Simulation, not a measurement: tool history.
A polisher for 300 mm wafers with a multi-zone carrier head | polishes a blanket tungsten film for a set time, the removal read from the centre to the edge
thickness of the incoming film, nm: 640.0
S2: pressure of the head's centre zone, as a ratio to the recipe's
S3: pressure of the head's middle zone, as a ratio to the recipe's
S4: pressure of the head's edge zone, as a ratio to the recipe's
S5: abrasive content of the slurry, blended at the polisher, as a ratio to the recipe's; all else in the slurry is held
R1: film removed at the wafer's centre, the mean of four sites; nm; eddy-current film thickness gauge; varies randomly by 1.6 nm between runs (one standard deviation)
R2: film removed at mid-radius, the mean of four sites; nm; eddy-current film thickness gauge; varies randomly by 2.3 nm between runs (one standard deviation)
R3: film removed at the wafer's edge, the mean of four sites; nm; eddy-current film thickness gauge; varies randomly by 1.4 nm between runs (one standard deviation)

run 1 hour=0 | flow_of_slurry_(ml/min)=290 S2=1 S3=1 S4=1 S5=1 polishing_time_(s)=56 | R1=216.29 R2=209.11 R3=219.19
run 2 hour=6.5 | flow_of_slurry_(ml/min)=290 S2=1 S3=1 S4=1 S5=1.2 polishing_time_(s)=56 | R1=227.66 R2=215.76 R3=230.03
run 3 hour=11.8 | flow_of_slurry_(ml/min)=290 S2=1 S3=0.92 S4=1 S5=1.2 polishing_time_(s)=56 | R1=228.09 R2=201.78 R3=230.81
run 4 hour=14 | flow_of_slurry_(ml/min)=290 S2=1 S3=0.92 S4=0.94 S5=1.2 polishing_time_(s)=56 | R1=226.94 R2=203.43 R3=221.17
run 5 hour=14.8 | flow_of_slurry_(ml/min)=315 S2=1 S3=0.92 S4=0.94 S5=1.2 polishing_time_(s)=56 | R1=228.14 R2=204.39 R3=227.22
run 6 hour=16 | flow_of_slurry_(ml/min)=315 S2=1 S3=0.92 S4=0.98 S5=1.2 polishing_time_(s)=56 | R1=228.06 R2=208.03 R3=227.17
run 7 hour=21.4 | flow_of_slurry_(ml/min)=325 S2=1.07 S3=0.99 S4=0.95 S5=0.95 polishing_time_(s)=50 | R1=207.19 R2=188.04 R3=191.29
run 8 hour=22 | flow_of_slurry_(ml/min)=320 S2=1.07 S3=0.98 S4=0.94 S5=0.95 polishing_time_(s)=50 | R1=208.77 R2=182.53 R3=186.66
run 9 hour=26.6 | flow_of_slurry_(ml/min)=315 S2=1.06 S3=0.98 S4=0.94 S5=0.95 polishing_time_(s)=50 | R1=204.83 R2=179.61 R3=190.66
run 10 hour=31.5 | flow_of_slurry_(ml/min)=315 S2=1.06 S3=0.98 S4=0.93 S5=0.95 polishing_time_(s)=50 | R1=204.25 R2=185.13 R3=188.6

Estimate the outcome of run 11 from the log above:
run 11 hour=33.3 | flow_of_slurry_(ml/min)=310 S2=1.06 S3=0.97 S4=0.92 S5=0.95 polishing_time_(s)=50 | R1=? R2=? R3=?

Run 11 yielded R1 203.66 nm, R2 184.32 nm, R3 188.07 nm.

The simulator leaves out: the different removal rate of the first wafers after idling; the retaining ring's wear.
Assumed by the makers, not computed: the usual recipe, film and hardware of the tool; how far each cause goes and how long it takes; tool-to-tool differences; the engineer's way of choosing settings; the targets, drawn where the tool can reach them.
